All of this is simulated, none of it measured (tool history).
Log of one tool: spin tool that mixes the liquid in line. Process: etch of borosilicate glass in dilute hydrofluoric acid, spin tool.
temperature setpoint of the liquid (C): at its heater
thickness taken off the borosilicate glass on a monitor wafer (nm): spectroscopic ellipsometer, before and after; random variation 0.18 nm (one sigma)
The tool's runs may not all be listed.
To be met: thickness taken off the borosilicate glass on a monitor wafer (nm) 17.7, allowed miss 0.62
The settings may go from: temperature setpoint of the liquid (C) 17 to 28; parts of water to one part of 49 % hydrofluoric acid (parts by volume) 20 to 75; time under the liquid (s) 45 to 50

run    day  temperature setpoint of the liquid (C)  parts of water to one part of 49 % hydrofluoric acid (parts by volume)  time under the liquid (s)  thickness taken off the borosilicate glass on a monitor wafer (nm)
  1      0                                      20                                                                      45                         45                                                              24.948
  2  0.158                                    19.5                                                                      45                         45                                                              24.204
  3  0.371                                      17                                                                      45                         45                                                              21.566
  4  0.438                                      20                                                                      45                         45                                                              24.816
  5    0.7                                    19.5                                                                      45                         45                                                              24.166
  6   1.05                                    19.5                                                                      45                         50                                                              26.446
  7  1.408                                    19.5                                                                      45                         50                                                              26.949
  8  1.708                                      19                                                                      50                         50                                                              23.646

4 next moves are on the table. One of them brings every result within its allowed miss. Which?
  A  2.008                                      21                                                                      35                         50                                                                   ?
  B  2.008                                    20.5                                                                      55                         45                                                                   ?
  C  2.008                                    18.5                                                                      35                         50                                                                   ?
  D  2.008                                    17.5                                                                      55                         45                                                                   ?

move  thickness taken off the borosilicate glass on a monitor wafer (nm)
   A                                                              37.437
   B                                                              20.483
   C                                                               33.62
   D                                                              18.022
A: further off than the last run
B: nearer than the last run, and not there yet
C: further off than the last run
D: meets every target
The right move is D.
